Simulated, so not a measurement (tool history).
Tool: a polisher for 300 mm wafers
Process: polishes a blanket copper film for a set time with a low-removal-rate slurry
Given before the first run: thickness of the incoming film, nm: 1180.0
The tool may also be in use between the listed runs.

run	hour	flow of slurry (ml/min)	pressure of the wafer on the pad (kPa)	speed of the pad under the wafer (m/s)	abrasive content of the slurry	polishing time (s)	film removed (nm)
1	0.0	315	21.4	1.14	1.0	97	385.28
2	2.7	315	20.7	1.14	1.0	97	363.82
3	5.4	315	20.0	1.14	1.0	97	348.48
4	7.0	315	20.0	1.28	1.0	97	380.30
5	10.2	315	19.3	1.28	1.0	97	373.81
6	15.9	315	19.3	1.28	1.0	97	368.27
7	16.6	315	18.6	1.28	1.0	97	355.74

Forecast run 8:
8	17.6	315	17.9	1.28	1.0	97	?

film removed (nm): 333.80
